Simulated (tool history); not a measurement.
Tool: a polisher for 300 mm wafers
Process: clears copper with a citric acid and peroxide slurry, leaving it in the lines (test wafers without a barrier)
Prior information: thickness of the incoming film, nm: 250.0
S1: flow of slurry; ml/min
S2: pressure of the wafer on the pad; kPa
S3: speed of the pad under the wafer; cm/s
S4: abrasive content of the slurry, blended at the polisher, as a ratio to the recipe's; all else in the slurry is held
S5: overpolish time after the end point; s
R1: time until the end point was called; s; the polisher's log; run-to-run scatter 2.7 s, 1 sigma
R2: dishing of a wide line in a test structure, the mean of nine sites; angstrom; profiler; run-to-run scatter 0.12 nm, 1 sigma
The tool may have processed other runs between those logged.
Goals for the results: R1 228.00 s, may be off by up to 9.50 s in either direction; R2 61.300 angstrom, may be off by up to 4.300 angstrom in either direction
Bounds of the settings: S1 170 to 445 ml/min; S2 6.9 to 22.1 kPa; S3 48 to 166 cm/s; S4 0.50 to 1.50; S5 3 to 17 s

run	hour	S1	S2	S3	S4	S5	R1	R2
1	0.0	285	14.5	106	1.00	9	166.96	101.780
2	5.2	285	14.5	106	1.00	11	165.56	129.220
3	7.9	285	13.8	106	1.00	10	172.63	112.630
4	9.6	285	13.1	106	1.00	9	181.25	97.664
5	14.4	285	12.4	106	1.00	8	188.46	82.394
6	22.0	310	12.4	106	1.00	8	189.00	87.809
7	27.3	295	11.7	106	1.00	8	203.21	83.082
8	30.9	290	11.7	106	1.00	8	200.43	77.951
9	35.3	275	11.7	106	1.00	8	197.42	79.022
10	38.6	265	11.0	106	1.00	8	212.12	75.675
11	42.0	265	10.3	106	1.00	6	224.82	52.703
12	49.5	270	10.3	106	1.00	6	222.46	53.929
13	58.1	275	10.3	106	1.00	6	225.42	52.538
14	67.1	280	10.3	106	1.00	6	221.01	54.847
15	74.7	275	9.7	106	1.00	8	240.93	66.443
16	76.8	275	9.7	106	1.00	8	238.15	70.119
17	79.9	270	9.7	106	1.00	8	235.36	67.644
18	87.4	265	9.7	106	1.00	8	239.75	65.516
19	93.3	260	10.3	106	1.00	8	224.59	69.035
20	100.1	255	10.3	106	1.00	8	221.59	69.907
21	100.8	250	10.3	106	1.00	8	224.77	70.211

Exactly one of the 4 candidate moves below puts every result within its allowed miss. Which one?
A	101.5	325	9.0	116	1.15	7	?	?
B	101.5	290	9.0	118	1.00	6	?	?
C	101.5	270	10.3	112	1.00	9	?	?
D	101.5	210	11.7	94	0.80	10	?	?

move	R1	R2
A	224.77	61.942
B	229.93	52.119
C	213.72	83.169
D	231.91	85.245
A: in spec on every target
B: carries the result that was furthest off beyond its target, to the other side
C: its largest miss is bigger than the last run's
D: its largest miss is bigger than the last run's
Go with A: it meets all targets.
